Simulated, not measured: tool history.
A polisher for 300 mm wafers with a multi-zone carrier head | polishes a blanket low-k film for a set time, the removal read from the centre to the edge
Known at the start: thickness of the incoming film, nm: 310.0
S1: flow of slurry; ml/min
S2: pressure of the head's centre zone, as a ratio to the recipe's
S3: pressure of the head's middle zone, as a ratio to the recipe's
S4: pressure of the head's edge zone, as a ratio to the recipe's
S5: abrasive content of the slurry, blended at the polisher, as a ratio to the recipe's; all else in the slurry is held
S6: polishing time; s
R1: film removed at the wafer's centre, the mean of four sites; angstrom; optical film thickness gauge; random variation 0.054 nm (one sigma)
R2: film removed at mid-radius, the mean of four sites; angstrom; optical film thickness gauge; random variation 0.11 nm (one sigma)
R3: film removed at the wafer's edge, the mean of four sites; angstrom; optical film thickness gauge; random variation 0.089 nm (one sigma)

{"run": 1, "hour": 0.0, "S1": 185, "S2": 1, "S3": 1, "S4": 1, "S5": 1, "S6": 38, "R1": 117.11, "R2": 117.97, "R3": 111.45}
{"run": 2, "hour": 7.6, "S1": 180, "S2": 0.97, "S3": 0.98, "S4": 0.97, "S5": 0.9, "S6": 38, "R1": 110.07, "R2": 111.49, "R3": 106.28}
{"run": 3, "hour": 14.0, "S1": 175, "S2": 0.95, "S3": 0.97, "S4": 0.96, "S5": 0.8, "S6": 38, "R1": 102.64, "R2": 103.14, "R3": 101.91}
{"run": 4, "hour": 18.0, "S1": 170, "S2": 0.94, "S3": 0.97, "S4": 0.94, "S5": 0.75, "S6": 38, "R1": 98.2, "R2": 98.688, "R3": 97.101}
{"run": 5, "hour": 26.4, "S1": 170, "S2": 0.94, "S3": 0.97, "S4": 0.89, "S5": 0.75, "S6": 38, "R1": 97.398, "R2": 101.12, "R3": 95.345}
{"run": 6, "hour": 33.4, "S1": 195, "S2": 0.94, "S3": 0.97, "S4": 0.89, "S5": 0.75, "S6": 38, "R1": 101.21, "R2": 102.35, "R3": 96.606}
{"run": 7, "hour": 34.9, "S1": 185, "S2": 0.93, "S3": 0.96, "S4": 0.88, "S5": 0.7, "S6": 38, "R1": 97.793, "R2": 96.486, "R3": 93.301}
{"run": 8, "hour": 41.0, "S1": 175, "S2": 0.92, "S3": 0.96, "S4": 0.87, "S5": 0.7, "S6": 38, "R1": 95.449, "R2": 95.712, "R3": 91.658}
{"run": 9, "hour": 44.5, "S1": 165, "S2": 0.9, "S3": 0.95, "S4": 0.86, "S5": 0.7, "S6": 38, "R1": 92.179, "R2": 96.852, "R3": 89.405}
{"run": 10, "hour": 46.7, "S1": 160, "S2": 0.89, "S3": 0.93, "S4": 0.87, "S5": 0.7, "S6": 38, "R1": 90.184, "R2": 91.884, "R3": 90.542}
{"run": 11, "hour": 48.9, "S1": 155, "S2": 0.88, "S3": 0.92, "S4": 0.86, "S5": 0.7, "S6": 38, "R1": 89.376, "R2": 92.264, "R3": 89.649}

Run 12 comes next. What will it give?
{"run": 12, "hour": 52.9, "S1": 150, "S2": 0.87, "S3": 0.91, "S4": 0.85, "S5": 0.7, "S6": 38, "R1": "?", "R2": "?", "R3": "?"}

R1: 89.12 angstrom
R2: 89.108 angstrom
R3: 89.065 angstrom
